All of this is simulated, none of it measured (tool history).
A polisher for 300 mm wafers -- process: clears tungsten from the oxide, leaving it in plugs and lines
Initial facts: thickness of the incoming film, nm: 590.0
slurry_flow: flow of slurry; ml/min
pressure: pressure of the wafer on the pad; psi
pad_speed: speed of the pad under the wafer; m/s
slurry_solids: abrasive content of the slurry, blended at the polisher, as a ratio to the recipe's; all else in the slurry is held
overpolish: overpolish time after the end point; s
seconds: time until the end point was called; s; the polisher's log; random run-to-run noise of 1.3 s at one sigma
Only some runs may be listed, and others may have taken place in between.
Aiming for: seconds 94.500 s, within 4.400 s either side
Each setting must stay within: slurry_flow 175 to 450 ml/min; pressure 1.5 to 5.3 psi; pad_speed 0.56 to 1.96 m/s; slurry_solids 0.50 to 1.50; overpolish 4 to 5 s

Run 1, hour 0.0: slurry_flow 290 ml/min, pressure 3.4 psi, pad_speed 1.26 m/s, slurry_solids 1.00, overpolish 5 s. Result: seconds 119.250 s.
Run 2, hour 8.8: slurry_flow 290 ml/min, pressure 3.4 psi, pad_speed 1.40 m/s, slurry_solids 1.00, overpolish 5 s. Result: seconds 110.150 s.
Run 3, hour 15.1: slurry_flow 290 ml/min, pressure 3.6 psi, pad_speed 1.40 m/s, slurry_solids 1.00, overpolish 5 s. Result: seconds 102.420 s.
Run 4, hour 19.5: slurry_flow 290 ml/min, pressure 3.6 psi, pad_speed 1.24 m/s, slurry_solids 1.00, overpolish 5 s. Result: seconds 117.560 s.
Run 5, hour 25.1: slurry_flow 290 ml/min, pressure 3.9 psi, pad_speed 1.24 m/s, slurry_solids 1.00, overpolish 5 s. Result: seconds 104.130 s.
Run 6, hour 32.6: slurry_flow 290 ml/min, pressure 4.0 psi, pad_speed 1.24 m/s, slurry_solids 1.00, overpolish 5 s. Result: seconds 105.540 s.
Run 7, hour 41.0: slurry_flow 290 ml/min, pressure 4.1 psi, pad_speed 1.24 m/s, slurry_solids 1.00, overpolish 5 s. Result: seconds 101.790 s.
Run 8, hour 42.6: slurry_flow 290 ml/min, pressure 4.2 psi, pad_speed 1.24 m/s, slurry_solids 1.00, overpolish 5 s. Result: seconds 101.080 s.

Which one of the following 4 next-run settings gets every result inside its allowed miss? There is exactly one.
Run A, hour 44.2: slurry_flow 380 ml/min, pressure 4.3 psi, pad_speed 1.14 m/s, slurry_solids 1.05, overpolish 4 s. Result: seconds ?.
Run B, hour 44.2: slurry_flow 285 ml/min, pressure 4.9 psi, pad_speed 1.26 m/s, slurry_solids 1.10, overpolish 4 s. Result: seconds ?.
Run C, hour 44.2: slurry_flow 285 ml/min, pressure 4.3 psi, pad_speed 1.32 m/s, slurry_solids 0.80, overpolish 4 s. Result: seconds ?.
Run D, hour 44.2: slurry_flow 320 ml/min, pressure 4.1 psi, pad_speed 1.14 m/s, slurry_solids 1.10, overpolish 4 s. Result: seconds ?.

move  seconds
   A  100.120
   B   81.336
   C   93.594
   D  105.460
A: gains on the last run, yet a result remains outside its allowed miss
B: carries the result that was furthest off beyond its target, to the other side
C: every result lands within tolerance
D: misses by more than the last run did
C is the move that brings every result within its allowed miss.
